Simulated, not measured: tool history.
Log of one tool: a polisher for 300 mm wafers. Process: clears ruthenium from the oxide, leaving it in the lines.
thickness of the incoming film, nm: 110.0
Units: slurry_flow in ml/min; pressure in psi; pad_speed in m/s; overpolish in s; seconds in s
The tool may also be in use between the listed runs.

run	day	slurry_flow	pressure	pad_speed	overpolish	seconds
1	0.000	215	2.5	1.06	3	64.760
2	0.058	215	2.5	1.06	3	63.914
3	0.371	215	2.5	1.06	3	63.334
4	0.488	220	2.8	1.06	3	56.473
5	0.696	220	2.8	1.30	3	47.191
6	1.042	220	2.8	1.12	3	53.506
7	1.283	225	2.9	1.12	3	51.972
8	1.538	225	3.0	1.12	3	51.602

Forecast run 9:
9	1.725	225	3.2	1.12	3	?

Run 9 gave seconds 47.420 s.
